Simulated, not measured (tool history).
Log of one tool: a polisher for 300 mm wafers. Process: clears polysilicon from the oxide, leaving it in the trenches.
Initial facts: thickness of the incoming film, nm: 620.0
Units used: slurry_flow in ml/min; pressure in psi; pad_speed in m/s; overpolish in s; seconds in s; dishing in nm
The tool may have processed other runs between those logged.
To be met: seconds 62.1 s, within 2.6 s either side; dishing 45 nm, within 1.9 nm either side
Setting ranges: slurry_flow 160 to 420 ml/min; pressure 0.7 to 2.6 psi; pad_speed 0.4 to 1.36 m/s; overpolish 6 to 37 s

run	hour	slurry_flow	pressure	pad_speed	overpolish	seconds	dishing
1	0	270	1.6	0.88	19	82.643	44.741
2	1.4	270	1.3	0.88	19	102.06	42.625
3	5.2	270	1.1	0.88	19	120.66	41.4
4	9.9	270	1.1	0.88	25	119.84	43.374
5	14.1	270	1.1	0.98	25	108.16	42.999
6	17	270	1.3	1	23	89.672	43.418
7	20.6	270	1.4	1	22	83.971	44.669
8	29.6	270	1.5	1	20	78.375	44.815
9	38.1	270	1.6	1	18	74.38	44.184
10	43.4	270	1.7	1	17	69.947	43.388
11	44.9	270	1.7	1	18	69.624	44.876
12	47.9	270	1.7	1	17	69.68	43.641
13	51.4	270	1.8	1	18	66.488	45.057

Of the 5 settings listed for the next run, only one would bring every result within its allowed miss of target. Which one?
A	54.9	320	1.4	1.36	9	?	?
B	54.9	160	2.1	0.96	11	?	?
C	54.9	280	2.5	0.76	16	?	?
D	54.9	245	2.1	0.82	21	?	?
E	54.9	190	2.4	0.72	36	?	?

move	seconds	dishing
A	60.131	40.832
B	61.314	42.565
C	60.923	44.758
D	67.987	45.198
E	69.546	45.618
A: the furthest-off result lands on target, but another misses its tolerance
B: the furthest-off result lands on target, but another misses its tolerance
C: all results land within tolerance of their targets
D: lands further from the targets than the last run did
E: lands further from the targets than the last run did
The right move is C.
